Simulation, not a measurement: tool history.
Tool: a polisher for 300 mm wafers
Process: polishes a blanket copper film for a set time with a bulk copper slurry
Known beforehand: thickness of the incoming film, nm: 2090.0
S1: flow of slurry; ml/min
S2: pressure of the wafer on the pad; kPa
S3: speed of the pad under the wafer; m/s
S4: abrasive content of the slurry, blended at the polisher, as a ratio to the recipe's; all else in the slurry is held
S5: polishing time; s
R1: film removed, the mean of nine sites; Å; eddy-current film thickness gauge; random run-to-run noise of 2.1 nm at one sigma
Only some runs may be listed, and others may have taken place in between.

Run 1, hour 0.0: S1 205 ml/min, S2 14.5 kPa, S3 1.32 m/s, S4 1.0, S5 22 s. Result: R1 2004.7 Å.
Run 2, hour 0.5: S1 160 ml/min, S2 14.5 kPa, S3 1.32 m/s, S4 1.0, S5 22 s. Result: R1 1909.6 Å.
Run 3, hour 3.0: S1 160 ml/min, S2 14.5 kPa, S3 1.32 m/s, S4 0.8, S5 22 s. Result: R1 1888.1 Å.
Run 4, hour 9.8: S1 160 ml/min, S2 14.5 kPa, S3 1.60 m/s, S4 0.8, S5 22 s. Result: R1 2184.0 Å.
Run 5, hour 17.7: S1 160 ml/min, S2 14.5 kPa, S3 1.76 m/s, S4 0.8, S5 22 s. Result: R1 2365.8 Å.
Run 6, hour 21.5: S1 160 ml/min, S2 12.4 kPa, S3 1.74 m/s, S4 0.8, S5 22 s. Result: R1 1982.8 Å.
Run 7, hour 29.2: S1 160 ml/min, S2 8.3 kPa, S3 1.70 m/s, S4 0.8, S5 22 s. Result: R1 1320.1 Å.

Run 8 comes next. What will it give?
Run 8, hour 36.3: S1 160 ml/min, S2 9.7 kPa, S3 1.70 m/s, S4 0.8, S5 22 s. Result: R1 ?.

{"run 8": {"R1": 1533.1}}
